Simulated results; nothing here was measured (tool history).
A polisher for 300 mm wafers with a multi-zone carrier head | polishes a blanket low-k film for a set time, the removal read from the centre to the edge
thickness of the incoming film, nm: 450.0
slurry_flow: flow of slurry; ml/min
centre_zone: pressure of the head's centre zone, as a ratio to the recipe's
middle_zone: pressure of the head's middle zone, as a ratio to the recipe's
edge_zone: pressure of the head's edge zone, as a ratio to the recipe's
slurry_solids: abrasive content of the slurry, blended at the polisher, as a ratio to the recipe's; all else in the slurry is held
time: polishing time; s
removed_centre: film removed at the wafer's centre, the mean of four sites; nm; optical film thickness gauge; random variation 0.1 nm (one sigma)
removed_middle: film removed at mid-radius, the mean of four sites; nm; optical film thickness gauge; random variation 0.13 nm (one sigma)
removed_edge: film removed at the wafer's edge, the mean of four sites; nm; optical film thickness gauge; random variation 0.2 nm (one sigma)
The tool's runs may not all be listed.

run	day	slurry_flow	centre_zone	middle_zone	edge_zone	slurry_solids	time	removed_centre	removed_middle	removed_edge
1	0	210	1	1	1	1	39	9.4334	9.5287	9.687
2	0.2	225	1.04	1.01	1.03	1.1	39	10.341	9.9482	10.041
3	0.271	225	1.01	1.01	1.03	1.1	39	10.17	9.9072	10.336
4	0.308	235	1.03	1.03	1.05	1.2	40	10.988	10.843	10.986
5	0.662	235	1.1	1.03	1.05	1.2	40	11.664	10.59	10.714
6	1.033	235	1.1	1.03	1.05	1.2	35	10.169	9.496	9.4408
7	1.346	245	1.11	1.04	1.07	1.25	37	11.086	10.092	10.223
8	1.7	250	1.12	1.05	1.08	1.3	38	11.717	10.859	10.709
9	1.75	255	1.13	1.05	1.09	1.35	39	12.248	11.06	11.377
10	2.038	260	1.14	1.06	1.09	1.4	40	12.774	11.668	11.893

Forecast run 11:
11	2.383	265	1.15	1.06	1.09	1.4	41	?	?	?

{"run 11": {"removed_centre": 13.489, "removed_middle": 11.966, "removed_edge": 11.96}}
